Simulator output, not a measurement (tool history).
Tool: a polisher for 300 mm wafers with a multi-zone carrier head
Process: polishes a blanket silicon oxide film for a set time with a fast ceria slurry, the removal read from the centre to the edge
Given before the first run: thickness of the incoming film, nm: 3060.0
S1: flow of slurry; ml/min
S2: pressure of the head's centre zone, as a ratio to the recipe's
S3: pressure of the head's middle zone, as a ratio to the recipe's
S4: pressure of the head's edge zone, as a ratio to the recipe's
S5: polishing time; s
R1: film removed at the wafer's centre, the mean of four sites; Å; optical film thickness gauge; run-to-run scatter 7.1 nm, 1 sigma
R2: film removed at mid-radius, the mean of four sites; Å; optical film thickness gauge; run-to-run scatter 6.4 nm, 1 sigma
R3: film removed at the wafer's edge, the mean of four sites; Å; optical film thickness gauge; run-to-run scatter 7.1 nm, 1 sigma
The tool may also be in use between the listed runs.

run 1 day=0.000 | S1=140 S2=1.00 S3=1.00 S4=1.00 S5=74 | R1=11048.0 R2=10804.0 R3=11202.0
run 2 day=0.062 | S1=105 S2=1.00 S3=1.00 S4=1.00 S5=74 | R1=10121.0 R2=9999.4 R3=10611.0
run 3 day=0.188 | S1=85 S2=1.00 S3=1.00 S4=1.00 S5=74 | R1=9317.9 R2=9218.8 R3=10213.0
run 4 day=0.483 | S1=85 S2=1.01 S3=0.99 S4=0.99 S5=70 | R1=9134.8 R2=8590.5 R3=9593.8
run 5 day=0.783 | S1=85 S2=1.01 S3=0.98 S4=0.98 S5=66 | R1=8428.9 R2=8043.0 R3=8763.8
run 6 day=1.038 | S1=85 S2=1.01 S3=0.98 S4=0.98 S5=66 | R1=8550.8 R2=7977.5 R3=9013.2
run 7 day=1.267 | S1=85 S2=1.01 S3=0.97 S4=0.97 S5=63 | R1=7979.7 R2=7613.2 R3=8413.7
run 8 day=1.504 | S1=85 S2=1.02 S3=0.96 S4=0.96 S5=61 | R1=7897.2 R2=7300.9 R3=8106.5

Predict the results of run 9:
run 9 day=1.875 | S1=85 S2=1.02 S3=0.95 S4=0.95 S5=59 | R1=? R2=? R3=?

R1: 7834.9 Å
R2: 7072.4 Å
R3: 8027.5 Å
